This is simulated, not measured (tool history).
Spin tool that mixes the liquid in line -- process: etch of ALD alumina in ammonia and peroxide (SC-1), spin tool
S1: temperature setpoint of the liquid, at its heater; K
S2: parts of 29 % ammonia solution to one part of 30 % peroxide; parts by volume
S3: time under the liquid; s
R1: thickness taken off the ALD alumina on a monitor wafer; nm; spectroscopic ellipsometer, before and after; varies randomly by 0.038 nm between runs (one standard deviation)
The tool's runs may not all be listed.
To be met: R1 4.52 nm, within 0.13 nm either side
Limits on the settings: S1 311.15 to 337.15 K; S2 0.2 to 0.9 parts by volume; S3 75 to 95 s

run  hour      S1   S2  S3      R1
  1     0  321.15  0.5  95  3.8914
  2   5.3  321.65  0.5  95  4.0412
  3  13.3  319.15  0.5  95  3.4437
  4  20.9  319.65  0.5  95  3.5692
  5  23.5  320.15  0.5  95  3.6486
  6  31.2  313.65  0.5  95  2.5568
  7  37.6  314.65  0.5  95  2.6876
  8  39.3  315.65  0.5  95  2.8615
  9    40  316.65  0.5  95  3.0427
 10  42.1  317.15  0.5  95  3.1054
 11  48.8  317.15  0.5  95  3.0988
 12  53.4  317.15  0.5  95  3.1198
 13  59.3  317.15  0.5  95  3.0574
 14  60.6  317.65  0.5  95  3.1929
 15  62.8  318.15  0.5  95  3.2975
 16  68.8  318.65  0.5  95  3.4295
 17  74.3  324.65  0.5  95  4.7796

Exactly one of the 4 candidate moves below puts every result within its allowed miss. Which one?
  A  79.8  325.15   0.5  95   ?
  B  79.8  323.65   0.5  95   ?
  C  79.8  325.15  0.55  95   ?
  D  79.8  327.65   0.2  95   ?

move      R1
   A  4.8933
   B  4.5089
   C  4.9378
   D  5.1302
A: moves away from the targets compared with the last run
B: all results land within tolerance of their targets
C: moves away from the targets compared with the last run
D: moves away from the targets compared with the last run
Answer: B

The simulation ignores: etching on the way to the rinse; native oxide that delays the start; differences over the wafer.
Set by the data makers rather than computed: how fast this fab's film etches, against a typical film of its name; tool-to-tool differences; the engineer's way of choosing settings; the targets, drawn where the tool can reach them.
